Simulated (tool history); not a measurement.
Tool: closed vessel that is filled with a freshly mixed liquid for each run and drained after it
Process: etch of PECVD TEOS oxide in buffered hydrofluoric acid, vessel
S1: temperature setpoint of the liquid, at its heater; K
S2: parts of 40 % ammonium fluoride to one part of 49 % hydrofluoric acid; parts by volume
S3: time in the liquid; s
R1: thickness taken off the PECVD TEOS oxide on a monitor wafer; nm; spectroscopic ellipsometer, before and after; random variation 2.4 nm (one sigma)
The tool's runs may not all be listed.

run 1 hour=0 | S1=297.15 S2=9 S3=105 | R1=283
run 2 hour=0.5 | S1=298.65 S2=9 S3=105 | R1=302.41
run 3 hour=7.9 | S1=300.15 S2=9 S3=105 | R1=330.17
run 4 hour=8.8 | S1=300.15 S2=9 S3=110 | R1=344.09
run 5 hour=16.9 | S1=296.65 S2=9 S3=110 | R1=283.93
run 6 hour=25.5 | S1=296.65 S2=8 S3=110 | R1=307.51

Run 7 comes next. What will it give?
run 7 hour=28.5 | S1=297.65 S2=8 S3=110 | R1=?

Run 7 measured R1 323.72 nm.
